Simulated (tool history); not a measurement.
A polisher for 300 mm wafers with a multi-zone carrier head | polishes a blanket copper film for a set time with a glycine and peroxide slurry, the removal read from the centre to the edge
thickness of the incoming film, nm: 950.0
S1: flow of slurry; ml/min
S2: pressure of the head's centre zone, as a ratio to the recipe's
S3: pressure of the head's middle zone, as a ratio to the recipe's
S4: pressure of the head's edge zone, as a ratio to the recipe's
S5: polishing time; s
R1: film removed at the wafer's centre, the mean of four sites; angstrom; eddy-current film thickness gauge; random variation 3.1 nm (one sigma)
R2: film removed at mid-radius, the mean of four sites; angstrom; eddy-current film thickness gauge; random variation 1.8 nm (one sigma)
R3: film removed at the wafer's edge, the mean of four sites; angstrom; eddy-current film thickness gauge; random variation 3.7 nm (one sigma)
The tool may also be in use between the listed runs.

| run | hour | S1 | S2 | S3 | S4 | S5 | R1 | R2 | R3 |
|---|---|---|---|---|---|---|---|---|---|
| 1 | 0.0 | 275 | 1.00 | 1.00 | 1.00 | 44 | 2171.9 | 2203.6 | 2256.5 |
| 2 | 4.4 | 275 | 1.00 | 1.00 | 1.06 | 44 | 2173.7 | 2194.1 | 2287.4 |
| 3 | 9.1 | 320 | 1.00 | 1.00 | 1.06 | 44 | 2222.7 | 2208.5 | 2310.0 |
| 4 | 12.3 | 315 | 0.99 | 1.02 | 1.07 | 46 | 2352.6 | 2386.4 | 2390.6 |
| 5 | 13.5 | 300 | 0.97 | 1.02 | 1.08 | 48 | 2370.1 | 2456.4 | 2530.8 |
| 6 | 21.0 | 300 | 0.97 | 0.97 | 1.08 | 48 | 2307.6 | 2347.4 | 2530.7 |
| 7 | 29.9 | 300 | 0.97 | 0.97 | 1.08 | 48 | 2400.8 | 2333.4 | 2512.7 |
| 8 | 31.5 | 290 | 0.96 | 0.99 | 1.09 | 49 | 2325.0 | 2464.8 | 2582.5 |
| 9 | 38.8 | 290 | 0.96 | 1.00 | 1.10 | 50 | 2393.0 | 2513.7 | 2653.6 |
| 10 | 42.9 | 290 | 0.96 | 1.02 | 1.11 | 51 | 2396.7 | 2604.4 | 2733.9 |
| 11 | 45.1 | 300 | 0.96 | 1.03 | 1.12 | 51 | 2470.2 | 2664.8 | 2751.0 |
| 12 | 46.5 | 305 | 0.96 | 1.04 | 1.13 | 51 | 2448.7 | 2670.9 | 2717.3 |
| 13 | 55.2 | 305 | 0.96 | 1.05 | 1.13 | 51 | 2456.8 | 2674.8 | 2707.4 |
| 14 | 63.2 | 305 | 0.96 | 1.06 | 1.13 | 52 | 2540.0 | 2774.3 | 2774.7 |
| 15 | 67.2 | 305 | 0.96 | 1.06 | 1.14 | 52 | 2500.2 | 2728.8 | 2902.2 |
| 16 | 74.9 | 315 | 0.96 | 1.07 | 1.14 | 52 | 2570.4 | 2775.4 | 2826.7 |

Run 17 comes next. What will it give?
| 17 | 81.0 | 315 | 0.96 | 1.08 | 1.14 | 52 | ? | ? | ? |

R1: 2542.7 angstrom
R2: 2797.6 angstrom
R3: 2889.7 angstrom
